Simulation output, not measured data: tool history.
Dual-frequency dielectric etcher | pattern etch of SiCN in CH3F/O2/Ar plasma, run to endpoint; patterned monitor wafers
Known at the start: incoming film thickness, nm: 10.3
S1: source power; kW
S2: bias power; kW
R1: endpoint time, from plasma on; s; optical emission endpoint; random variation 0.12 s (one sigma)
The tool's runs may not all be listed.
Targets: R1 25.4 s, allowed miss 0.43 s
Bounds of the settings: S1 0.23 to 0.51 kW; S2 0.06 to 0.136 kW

run  hour    S1     S2      R1
  1     0  0.37  0.098  28.156
  2   4.8  0.31  0.098  30.166
  3     8  0.34  0.098  29.108
  4  14.5  0.37  0.099  28.012
  5  22.9  0.34  0.099  28.746
  6    27  0.36  0.099  28.579
  7  35.8  0.39    0.1   27.52
  8  44.3  0.41  0.101  26.941

5 next moves are on the table. One of them brings every result within its allowed miss. Which?
  A  52.8  0.46  0.105   ?
  B  52.8  0.38  0.089   ?
  C  52.8   0.3  0.104   ?
  D  52.8  0.38  0.109   ?
  E  52.8   0.4  0.089   ?

move      R1
   A  25.535
   B  29.219
   C   29.58
   D   26.81
   E  28.714
A: meets every target
B: further off than the last run
C: further off than the last run
D: nearer than the last run, and not there yet
E: further off than the last run
The right move is A.
